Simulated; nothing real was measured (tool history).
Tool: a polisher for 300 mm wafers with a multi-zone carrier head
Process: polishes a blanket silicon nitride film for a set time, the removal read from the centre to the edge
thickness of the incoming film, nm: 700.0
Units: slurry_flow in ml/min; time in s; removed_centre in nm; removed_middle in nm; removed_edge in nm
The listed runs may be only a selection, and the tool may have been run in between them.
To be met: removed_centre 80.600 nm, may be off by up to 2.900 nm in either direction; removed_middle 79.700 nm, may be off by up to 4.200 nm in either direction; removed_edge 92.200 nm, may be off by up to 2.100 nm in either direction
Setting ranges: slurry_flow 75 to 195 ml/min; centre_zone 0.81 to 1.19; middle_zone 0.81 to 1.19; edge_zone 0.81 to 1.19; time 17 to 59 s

Run 1, hour 0.0: slurry_flow 125 ml/min, centre_zone 1.00, middle_zone 1.00, edge_zone 1.00, time 38 s. Result: removed_centre 102.820 nm, removed_middle 104.750 nm, removed_edge 100.680 nm.
Run 2, hour 1.7: slurry_flow 115 ml/min, centre_zone 0.97, middle_zone 0.96, edge_zone 1.00, time 38 s. Result: removed_centre 98.983 nm, removed_middle 102.540 nm, removed_edge 99.027 nm.
Run 3, hour 5.0: slurry_flow 115 ml/min, centre_zone 1.01, middle_zone 0.96, edge_zone 1.00, time 38 s. Result: removed_centre 100.740 nm, removed_middle 100.920 nm, removed_edge 99.724 nm.
Run 4, hour 9.0: slurry_flow 115 ml/min, centre_zone 1.01, middle_zone 0.88, edge_zone 1.00, time 38 s. Result: removed_centre 103.740 nm, removed_middle 92.330 nm, removed_edge 99.474 nm.
Run 5, hour 10.5: slurry_flow 105 ml/min, centre_zone 0.98, middle_zone 0.86, edge_zone 1.02, time 37 s. Result: removed_centre 95.684 nm, removed_middle 89.305 nm, removed_edge 96.025 nm.
Run 6, hour 16.3: slurry_flow 105 ml/min, centre_zone 0.98, middle_zone 0.86, edge_zone 1.02, time 43 s. Result: removed_centre 109.740 nm, removed_middle 105.520 nm, removed_edge 113.620 nm.
Run 7, hour 22.3: slurry_flow 100 ml/min, centre_zone 0.97, middle_zone 0.85, edge_zone 1.05, time 41 s. Result: removed_centre 102.870 nm, removed_middle 96.244 nm, removed_edge 108.640 nm.
Run 8, hour 30.5: slurry_flow 75 ml/min, centre_zone 0.87, middle_zone 0.82, edge_zone 1.00, time 36 s. Result: removed_centre 75.425 nm, removed_middle 78.623 nm, removed_edge 89.224 nm.
Run 9, hour 35.3: slurry_flow 95 ml/min, centre_zone 0.91, middle_zone 0.81, edge_zone 1.04, time 36 s. Result: removed_centre 84.696 nm, removed_middle 82.056 nm, removed_edge 94.399 nm.
Run 10, hour 39.2: slurry_flow 95 ml/min, centre_zone 0.91, middle_zone 0.81, edge_zone 1.04, time 36 s. Result: removed_centre 84.357 nm, removed_middle 81.963 nm, removed_edge 93.769 nm.

Pick the move, out of 4, that brings all results within their allowed miss; only one does.
Run A, hour 43.1: slurry_flow 120 ml/min, centre_zone 0.86, middle_zone 0.83, edge_zone 1.06, time 36 s. Result: removed_centre ?, removed_middle ?, removed_edge ?.
Run B, hour 43.1: slurry_flow 95 ml/min, centre_zone 0.94, middle_zone 0.81, edge_zone 0.88, time 36 s. Result: removed_centre ?, removed_middle ?, removed_edge ?.
Run C, hour 43.1: slurry_flow 105 ml/min, centre_zone 0.91, middle_zone 0.87, edge_zone 1.03, time 37 s. Result: removed_centre ?, removed_middle ?, removed_edge ?.
Run D, hour 43.1: slurry_flow 80 ml/min, centre_zone 0.93, middle_zone 0.85, edge_zone 1.11, time 35 s. Result: removed_centre ?, removed_middle ?, removed_edge ?.

move  removed_centre  removed_middle  removed_edge
   A          81.319          86.149        98.354
   B          85.063          81.305        87.854
   C          86.314          89.861        98.145
   D          79.042          79.626        93.303
A: brings the last run's worst result on target, with another outside its allowed miss
B: moves away from the targets compared with the last run
C: moves away from the targets compared with the last run
D: every result within its allowed miss
D is the move that brings every result within its allowed miss.

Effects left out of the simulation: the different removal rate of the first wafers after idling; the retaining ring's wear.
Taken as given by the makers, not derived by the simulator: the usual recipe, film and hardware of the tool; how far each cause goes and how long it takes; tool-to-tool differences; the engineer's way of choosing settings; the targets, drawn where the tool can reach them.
